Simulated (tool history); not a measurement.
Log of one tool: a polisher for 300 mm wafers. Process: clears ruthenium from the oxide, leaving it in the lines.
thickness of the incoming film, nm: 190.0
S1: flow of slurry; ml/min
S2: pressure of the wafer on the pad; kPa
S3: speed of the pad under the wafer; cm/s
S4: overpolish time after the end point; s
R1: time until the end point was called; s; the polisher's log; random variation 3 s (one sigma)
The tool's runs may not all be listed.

run 1 hour=0 | S1=280 S2=15.9 S3=120 S4=10 | R1=132.95
run 2 hour=1.3 | S1=280 S2=15.9 S3=120 S4=10 | R1=130.95
run 3 hour=4.8 | S1=280 S2=14.5 S3=120 S4=10 | R1=145.29
run 4 hour=9.2 | S1=280 S2=14.5 S3=132 S4=10 | R1=131.53
run 5 hour=15.6 | S1=280 S2=17.2 S3=132 S4=10 | R1=112.9
run 6 hour=16.8 | S1=280 S2=15.9 S3=130 S4=10 | R1=125.07
run 7 hour=21.7 | S1=280 S2=14.5 S3=128 S4=10 | R1=140.98
run 8 hour=30.3 | S1=280 S2=14.5 S3=128 S4=10 | R1=136.13

Run 9 comes next. What will it give?
run 9 hour=31.4 | S1=280 S2=13.8 S3=126 S4=10 | R1=?

{"run 9": {"R1": 145.76}}

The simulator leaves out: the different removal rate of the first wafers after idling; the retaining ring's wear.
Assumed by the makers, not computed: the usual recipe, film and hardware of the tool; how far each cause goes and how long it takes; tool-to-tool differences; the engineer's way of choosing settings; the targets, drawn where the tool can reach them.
